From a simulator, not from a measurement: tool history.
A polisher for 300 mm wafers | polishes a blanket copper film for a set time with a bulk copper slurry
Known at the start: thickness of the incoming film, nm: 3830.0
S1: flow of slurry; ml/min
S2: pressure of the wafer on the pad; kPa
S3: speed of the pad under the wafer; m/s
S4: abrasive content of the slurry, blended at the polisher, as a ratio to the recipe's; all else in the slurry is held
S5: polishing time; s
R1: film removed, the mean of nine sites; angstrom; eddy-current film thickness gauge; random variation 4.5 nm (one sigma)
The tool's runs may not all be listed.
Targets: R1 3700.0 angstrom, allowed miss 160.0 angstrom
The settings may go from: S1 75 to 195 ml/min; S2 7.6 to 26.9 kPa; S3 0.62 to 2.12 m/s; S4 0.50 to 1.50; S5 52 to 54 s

Run 1, day 0.000: S1 125 ml/min, S2 17.2 kPa, S3 1.36 m/s, S4 1.00, S5 52 s. Result: R1 6039.8 angstrom.
Run 2, day 0.371: S1 125 ml/min, S2 17.2 kPa, S3 1.36 m/s, S4 0.80, S5 52 s. Result: R1 5759.5 angstrom.
Run 3, day 0.662: S1 125 ml/min, S2 16.5 kPa, S3 1.36 m/s, S4 0.80, S5 52 s. Result: R1 5721.1 angstrom.
Run 4, day 0.979: S1 125 ml/min, S2 15.2 kPa, S3 1.36 m/s, S4 0.80, S5 52 s. Result: R1 5248.1 angstrom.
Run 5, day 1.129: S1 125 ml/min, S2 15.2 kPa, S3 1.36 m/s, S4 0.70, S5 52 s. Result: R1 5302.9 angstrom.
Run 6, day 1.325: S1 125 ml/min, S2 15.2 kPa, S3 1.58 m/s, S4 0.70, S5 52 s. Result: R1 6109.5 angstrom.
Run 7, day 1.696: S1 125 ml/min, S2 13.8 kPa, S3 1.56 m/s, S4 0.70, S5 52 s. Result: R1 5657.8 angstrom.
Run 8, day 1.788: S1 125 ml/min, S2 13.1 kPa, S3 1.54 m/s, S4 0.70, S5 52 s. Result: R1 5477.0 angstrom.
Run 9, day 2.038: S1 125 ml/min, S2 13.1 kPa, S3 1.54 m/s, S4 0.70, S5 52 s. Result: R1 5548.6 angstrom.
Run 10, day 2.254: S1 125 ml/min, S2 12.4 kPa, S3 1.50 m/s, S4 0.70, S5 52 s. Result: R1 5180.6 angstrom.

4 next moves are on the table. One of them brings every result within its allowed miss. Which?
Run A, day 2.471: S1 75 ml/min, S2 13.8 kPa, S3 1.22 m/s, S4 0.65, S5 52 s. Result: R1 ?.
Run B, day 2.471: S1 145 ml/min, S2 9.0 kPa, S3 1.08 m/s, S4 0.80, S5 52 s. Result: R1 ?.
Run C, day 2.471: S1 155 ml/min, S2 16.5 kPa, S3 1.62 m/s, S4 0.85, S5 54 s. Result: R1 ?.
Run D, day 2.471: S1 105 ml/min, S2 11.0 kPa, S3 1.10 m/s, S4 0.65, S5 52 s. Result: R1 ?.

move      R1
   A  3792.2
   B  3423.2
   C  7438.1
   D  3413.7
A: meets every target
B: takes the result that was furthest off past its target
C: further off than the last run
D: takes the result that was furthest off past its target
Answer: A

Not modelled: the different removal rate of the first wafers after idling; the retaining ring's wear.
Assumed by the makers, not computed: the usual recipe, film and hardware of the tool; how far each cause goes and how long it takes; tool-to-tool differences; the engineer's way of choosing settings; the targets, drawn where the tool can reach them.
